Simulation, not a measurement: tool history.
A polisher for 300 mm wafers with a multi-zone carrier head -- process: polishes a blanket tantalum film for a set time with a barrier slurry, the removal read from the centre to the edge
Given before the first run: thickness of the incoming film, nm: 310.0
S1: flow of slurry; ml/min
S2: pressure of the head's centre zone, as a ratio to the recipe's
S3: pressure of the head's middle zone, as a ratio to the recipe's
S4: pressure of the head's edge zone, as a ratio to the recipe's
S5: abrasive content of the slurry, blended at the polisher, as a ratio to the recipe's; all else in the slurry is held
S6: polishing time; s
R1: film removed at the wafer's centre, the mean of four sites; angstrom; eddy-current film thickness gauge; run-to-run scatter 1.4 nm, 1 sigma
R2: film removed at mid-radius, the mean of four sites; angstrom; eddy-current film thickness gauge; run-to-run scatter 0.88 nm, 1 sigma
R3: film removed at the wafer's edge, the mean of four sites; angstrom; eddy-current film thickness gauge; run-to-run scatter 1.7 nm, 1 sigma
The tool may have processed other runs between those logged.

run	hour	S1	S2	S3	S4	S5	S6	R1	R2	R3
1	0.0	175	1.00	1.00	1.00	1.00	54	785.48	886.43	874.26
2	2.1	175	1.00	0.93	1.00	1.00	54	786.35	843.19	887.55
3	7.2	175	1.00	0.93	1.00	0.85	54	733.53	794.59	811.24
4	11.8	190	1.03	0.99	1.03	1.05	55	831.74	925.82	921.50
5	12.6	190	0.97	0.99	1.03	1.05	55	799.11	916.20	922.92
6	13.3	190	1.01	1.01	1.04	1.20	57	895.36	1010.90	1008.00
# hour 14.7: centre zone pressure recalibrated
7	14.7	195	1.04	1.02	1.06	1.30	59	1084.50	1066.10	1040.40
8	21.3	200	1.01	1.03	1.08	1.35	61	1099.60	1138.10	1125.50
9	29.4	205	0.99	1.04	1.10	1.40	62	1118.90	1158.10	1181.70

What does the tool deliver on the next run?
10	30.4	210	0.98	1.07	1.12	1.45	63	?	?	?

{"run 10": {"R1": 1113.3, "R2": 1219.6, "R3": 1231.0}}

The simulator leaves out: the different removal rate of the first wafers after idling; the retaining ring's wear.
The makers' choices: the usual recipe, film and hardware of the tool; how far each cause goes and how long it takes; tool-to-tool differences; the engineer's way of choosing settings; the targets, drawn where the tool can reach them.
